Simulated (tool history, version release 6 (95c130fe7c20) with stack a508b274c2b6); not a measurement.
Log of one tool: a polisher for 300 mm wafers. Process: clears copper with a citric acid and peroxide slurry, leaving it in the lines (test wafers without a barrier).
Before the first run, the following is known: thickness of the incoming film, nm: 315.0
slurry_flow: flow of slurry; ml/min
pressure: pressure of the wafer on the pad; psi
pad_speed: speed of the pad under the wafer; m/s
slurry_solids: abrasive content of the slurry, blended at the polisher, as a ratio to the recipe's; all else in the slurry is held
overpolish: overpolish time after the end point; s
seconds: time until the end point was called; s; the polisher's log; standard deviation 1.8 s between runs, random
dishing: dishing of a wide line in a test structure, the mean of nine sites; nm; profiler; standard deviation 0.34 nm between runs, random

Run 1, hour 0.0: slurry_flow 120 ml/min, pressure 3.6 psi, pad_speed 1.00 m/s, slurry_solids 1.00, overpolish 24 s. Result: seconds 102.68 s, dishing 39.273 nm.
Run 2, hour 2.7: slurry_flow 120 ml/min, pressure 3.2 psi, pad_speed 1.00 m/s, slurry_solids 1.00, overpolish 24 s. Result: seconds 111.12 s, dishing 36.051 nm.
Run 3, hour 8.4: slurry_flow 120 ml/min, pressure 3.1 psi, pad_speed 1.00 m/s, slurry_solids 1.00, overpolish 23 s. Result: seconds 112.24 s, dishing 34.400 nm.
Run 4, hour 17.0: slurry_flow 120 ml/min, pressure 3.1 psi, pad_speed 1.00 m/s, slurry_solids 0.85, overpolish 23 s. Result: seconds 118.95 s, dishing 33.366 nm.
Run 5, hour 20.3: slurry_flow 120 ml/min, pressure 3.1 psi, pad_speed 1.00 m/s, slurry_solids 0.85, overpolish 22 s. Result: seconds 117.48 s, dishing 32.454 nm.
Run 6, hour 27.7: slurry_flow 120 ml/min, pressure 3.1 psi, pad_speed 1.00 m/s, slurry_solids 0.85, overpolish 21 s. Result: seconds 119.45 s, dishing 32.124 nm.

Run 7 has not been measured yet. What should we expect?
Run 7, hour 34.8: slurry_flow 120 ml/min, pressure 3.1 psi, pad_speed 1.00 m/s, slurry_solids 0.85, overpolish 20 s. Result: seconds ?, dishing ?.

Run 7 measured seconds 119.36 s, dishing 30.217 nm.
